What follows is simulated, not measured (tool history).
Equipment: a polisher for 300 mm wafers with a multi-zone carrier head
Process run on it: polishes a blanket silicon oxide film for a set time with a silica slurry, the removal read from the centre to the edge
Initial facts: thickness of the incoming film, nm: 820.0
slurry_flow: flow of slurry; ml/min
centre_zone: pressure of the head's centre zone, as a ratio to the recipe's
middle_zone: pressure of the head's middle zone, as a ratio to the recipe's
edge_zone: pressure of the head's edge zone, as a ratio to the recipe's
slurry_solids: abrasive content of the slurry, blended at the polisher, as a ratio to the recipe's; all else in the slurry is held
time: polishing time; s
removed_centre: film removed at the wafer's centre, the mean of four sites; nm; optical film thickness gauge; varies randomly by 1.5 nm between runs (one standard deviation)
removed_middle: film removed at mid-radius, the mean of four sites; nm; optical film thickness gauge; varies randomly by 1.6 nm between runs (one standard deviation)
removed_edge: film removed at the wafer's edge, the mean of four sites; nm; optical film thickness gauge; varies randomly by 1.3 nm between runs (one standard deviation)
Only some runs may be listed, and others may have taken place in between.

| run | hour | slurry_flow | centre_zone | middle_zone | edge_zone | slurry_solids | time | removed_centre | removed_middle | removed_edge |
|---|---|---|---|---|---|---|---|---|---|---|
| 1 | 0.0 | 295 | 1.00 | 1.00 | 1.00 | 1.00 | 54 | 170.34 | 166.58 | 170.39 |
| 2 | 4.2 | 290 | 0.96 | 1.00 | 0.96 | 0.90 | 54 | 150.56 | 158.33 | 152.45 |
| 3 | 8.4 | 290 | 0.96 | 1.00 | 0.96 | 1.10 | 54 | 171.28 | 182.14 | 179.97 |
| 4 | 16.2 | 285 | 0.93 | 0.97 | 0.94 | 1.00 | 54 | 153.93 | 166.36 | 160.64 |
| 5 | 17.5 | 285 | 0.96 | 0.97 | 0.94 | 1.00 | 54 | 156.76 | 162.62 | 166.31 |
| 6 | 19.6 | 285 | 0.96 | 0.97 | 0.87 | 1.00 | 54 | 157.42 | 161.28 | 158.64 |
| 7 | 25.7 | 280 | 0.93 | 0.95 | 0.87 | 0.95 | 54 | 148.27 | 154.32 | 152.80 |

Run 8, settings as shown, results not yet in. Your forecast:
| 8 | 27.4 | 275 | 0.90 | 0.94 | 0.86 | 0.90 | 54 | ? | ? | ? |

Run 8 measured removed_centre 136.81 nm, removed_middle 148.61 nm, removed_edge 146.13 nm.
